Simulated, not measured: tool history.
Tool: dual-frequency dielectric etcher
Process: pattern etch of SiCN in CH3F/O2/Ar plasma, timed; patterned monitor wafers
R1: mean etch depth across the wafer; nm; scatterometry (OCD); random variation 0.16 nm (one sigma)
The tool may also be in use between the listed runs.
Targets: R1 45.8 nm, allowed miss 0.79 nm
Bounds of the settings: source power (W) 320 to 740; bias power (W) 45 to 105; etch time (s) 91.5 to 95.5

{"run": 1, "hour": 0.0, "source power (W)": 530, "bias power (W)": 75, "etch time (s)": 91.5, "R1": 42.84}
{"run": 2, "hour": 7.3, "source power (W)": 540, "bias power (W)": 75, "etch time (s)": 91.5, "R1": 43.211}
{"run": 3, "hour": 9.9, "source power (W)": 550, "bias power (W)": 75, "etch time (s)": 91.5, "R1": 43.581}
{"run": 4, "hour": 15.7, "source power (W)": 560, "bias power (W)": 75, "etch time (s)": 91.5, "R1": 43.351}
{"run": 5, "hour": 17.7, "source power (W)": 590, "bias power (W)": 75, "etch time (s)": 91.5, "R1": 44.429}
{"run": 6, "hour": 19.7, "source power (W)": 590, "bias power (W)": 67, "etch time (s)": 91.5, "R1": 41.815}
{"run": 7, "hour": 25.2, "source power (W)": 590, "bias power (W)": 67, "etch time (s)": 91.5, "R1": 41.972}
{"run": 8, "hour": 34.1, "source power (W)": 610, "bias power (W)": 67, "etch time (s)": 91.5, "R1": 42.438}
{"run": 9, "hour": 39.3, "source power (W)": 620, "bias power (W)": 67, "etch time (s)": 91.5, "R1": 42.589}
{"run": 10, "hour": 46.7, "source power (W)": 630, "bias power (W)": 68, "etch time (s)": 91.5, "R1": 43.049}
{"run": 11, "hour": 54.2, "source power (W)": 640, "bias power (W)": 68, "etch time (s)": 91.5, "R1": 43.184}
{"run": 12, "hour": 56.0, "source power (W)": 650, "bias power (W)": 69, "etch time (s)": 91.5, "R1": 43.798}
{"run": 13, "hour": 58.8, "source power (W)": 660, "bias power (W)": 69, "etch time (s)": 91.5, "R1": 43.956}
{"run": 14, "hour": 59.5, "source power (W)": 670, "bias power (W)": 69, "etch time (s)": 91.5, "R1": 44.36}
{"run": 15, "hour": 63.6, "source power (W)": 680, "bias power (W)": 69, "etch time (s)": 91.5, "R1": 44.256}
{"run": 16, "hour": 66.4, "source power (W)": 690, "bias power (W)": 69, "etch time (s)": 91.5, "R1": 44.462}

Which of these 4 next moves meets every target?
{"run": "A", "hour": 69.2, "source power (W)": 650, "bias power (W)": 63, "etch time (s)": 92.5, "R1": "?"}
{"run": "B", "hour": 69.2, "source power (W)": 680, "bias power (W)": 64, "etch time (s)": 94.5, "R1": "?"}
{"run": "C", "hour": 69.2, "source power (W)": 690, "bias power (W)": 65, "etch time (s)": 91.5, "R1": "?"}
{"run": "D", "hour": 69.2, "source power (W)": 560, "bias power (W)": 79, "etch time (s)": 93, "R1": "?"}

move=A R1=42.46
move=B R1=44.34
move=C R1=43.466
move=D R1=45.735
A: further off than the last run
B: further off than the last run
C: further off than the last run
D: meets every target
Move D is the one to make.
